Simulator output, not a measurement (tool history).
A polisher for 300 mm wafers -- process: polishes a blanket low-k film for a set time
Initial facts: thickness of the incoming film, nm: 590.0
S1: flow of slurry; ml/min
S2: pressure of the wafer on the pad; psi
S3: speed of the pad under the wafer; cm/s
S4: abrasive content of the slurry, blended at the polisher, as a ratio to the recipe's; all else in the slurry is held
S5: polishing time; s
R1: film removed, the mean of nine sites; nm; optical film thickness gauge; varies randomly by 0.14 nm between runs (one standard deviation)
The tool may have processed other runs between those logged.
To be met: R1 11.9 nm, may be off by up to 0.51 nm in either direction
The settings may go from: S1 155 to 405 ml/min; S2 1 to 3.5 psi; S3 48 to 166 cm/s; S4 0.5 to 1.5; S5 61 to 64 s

run  hour   S1   S2   S3  S4  S5      R1
  1     0  260  2.2  106   1  61  26.692
  2   7.2  260  2.5  106   1  61  31.272
  3  14.7  260  2.5   94   1  61  28.244
  4  20.6  260  2.2   94   1  61  24.326
  5    28  260  2.2   94   1  64  26.206
  6  35.8  260  2.1   92   1  64  24.693
  7  36.7  260    2   90   1  64  22.954
  8  42.1  260  1.9   88   1  64  21.245
  9  45.2  260  1.8   86   1  64  20.382
 10  47.2  260  1.7   84   1  64  18.644

Next run, 5 choices. One meets every target within its allowed miss, the rest don't. Which?
  A  49.2  265  1.2   66   0.9  61   ?
  B  49.2  265  1.2   64  1.15  61   ?
  C  49.2  205  1.2   68  0.95  61   ?
  D  49.2  265    1  100   0.9  61   ?
  E  49.2  225  1.4   58   0.9  62   ?

move      R1
   A  10.292
   B  10.869
   C  10.427
   D  11.703
   E  10.892
A: carries the result that was furthest off beyond its target, to the other side
B: carries the result that was furthest off beyond its target, to the other side
C: carries the result that was furthest off beyond its target, to the other side
D: all results land within tolerance of their targets
E: carries the result that was furthest off beyond its target, to the other side
So the answer is move D, the one that meets all the targets.

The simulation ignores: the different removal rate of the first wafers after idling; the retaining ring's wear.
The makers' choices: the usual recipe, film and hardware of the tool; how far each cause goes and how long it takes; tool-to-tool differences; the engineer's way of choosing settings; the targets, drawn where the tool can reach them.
